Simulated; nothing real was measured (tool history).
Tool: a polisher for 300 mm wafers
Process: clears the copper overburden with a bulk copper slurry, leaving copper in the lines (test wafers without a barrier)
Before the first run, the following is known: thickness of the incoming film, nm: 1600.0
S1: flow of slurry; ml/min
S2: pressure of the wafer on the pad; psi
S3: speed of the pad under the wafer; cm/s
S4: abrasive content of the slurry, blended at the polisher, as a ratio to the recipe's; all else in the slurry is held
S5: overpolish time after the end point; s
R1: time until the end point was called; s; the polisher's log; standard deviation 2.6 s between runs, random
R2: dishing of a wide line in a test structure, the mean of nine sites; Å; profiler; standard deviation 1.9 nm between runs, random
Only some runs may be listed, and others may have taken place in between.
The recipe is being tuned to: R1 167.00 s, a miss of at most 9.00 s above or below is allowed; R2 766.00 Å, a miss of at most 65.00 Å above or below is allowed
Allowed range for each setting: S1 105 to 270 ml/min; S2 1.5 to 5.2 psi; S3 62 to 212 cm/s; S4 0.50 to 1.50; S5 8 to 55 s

Run 1, day 0.000: S1 175 ml/min, S2 3.3 psi, S3 136 cm/s, S4 1.00, S5 28 s. Result: R1 127.45 s, R2 888.71 Å.
Run 2, day 0.362: S1 175 ml/min, S2 3.2 psi, S3 136 cm/s, S4 1.00, S5 27 s. Result: R1 134.74 s, R2 857.19 Å.
Run 3, day 0.542: S1 175 ml/min, S2 3.1 psi, S3 136 cm/s, S4 1.00, S5 27 s. Result: R1 139.97 s, R2 831.54 Å.
Run 4, day 0.850: S1 175 ml/min, S2 3.0 psi, S3 136 cm/s, S4 1.00, S5 27 s. Result: R1 142.96 s, R2 854.20 Å.
Run 5, day 1.150: S1 175 ml/min, S2 3.0 psi, S3 136 cm/s, S4 1.00, S5 19 s. Result: R1 145.66 s, R2 780.49 Å.
Run 6, day 1.392: S1 160 ml/min, S2 3.0 psi, S3 136 cm/s, S4 1.00, S5 19 s. Result: R1 144.91 s, R2 749.21 Å.
Run 7, day 1.525: S1 160 ml/min, S2 2.9 psi, S3 136 cm/s, S4 1.00, S5 20 s. Result: R1 153.83 s, R2 735.82 Å.
Run 8, day 1.562: S1 160 ml/min, S2 2.9 psi, S3 136 cm/s, S4 1.00, S5 21 s. Result: R1 147.89 s, R2 711.02 Å.
Run 9, day 1.612: S1 165 ml/min, S2 2.9 psi, S3 136 cm/s, S4 1.00, S5 22 s. Result: R1 147.33 s, R2 741.86 Å.
Run 10, day 1.912: S1 170 ml/min, S2 2.9 psi, S3 134 cm/s, S4 1.00, S5 23 s. Result: R1 151.27 s, R2 774.45 Å.

Which of these 5 next moves meets every target?
Run A, day 2.212: S1 170 ml/min, S2 2.5 psi, S3 172 cm/s, S4 1.15, S5 32 s. Result: R1 ?, R2 ?.
Run B, day 2.212: S1 210 ml/min, S2 3.1 psi, S3 154 cm/s, S4 0.90, S5 17 s. Result: R1 ?, R2 ?.
Run C, day 2.212: S1 160 ml/min, S2 3.0 psi, S3 120 cm/s, S4 0.95, S5 24 s. Result: R1 ?, R2 ?.
Run D, day 2.212: S1 180 ml/min, S2 2.9 psi, S3 148 cm/s, S4 0.90, S5 17 s. Result: R1 ?, R2 ?.
Run E, day 2.212: S1 130 ml/min, S2 3.6 psi, S3 124 cm/s, S4 1.05, S5 34 s. Result: R1 ?, R2 ?.

move      R1      R2
   A  132.66  838.08
   B  125.78  766.08
   C  169.53  774.03
   D  142.63  718.85
   E  139.08  930.24
A: lands further from the targets than the last run did
B: lands further from the targets than the last run did
C: all results in spec
D: lands further from the targets than the last run did
E: lands further from the targets than the last run did
Correct choice: C, which meets every target

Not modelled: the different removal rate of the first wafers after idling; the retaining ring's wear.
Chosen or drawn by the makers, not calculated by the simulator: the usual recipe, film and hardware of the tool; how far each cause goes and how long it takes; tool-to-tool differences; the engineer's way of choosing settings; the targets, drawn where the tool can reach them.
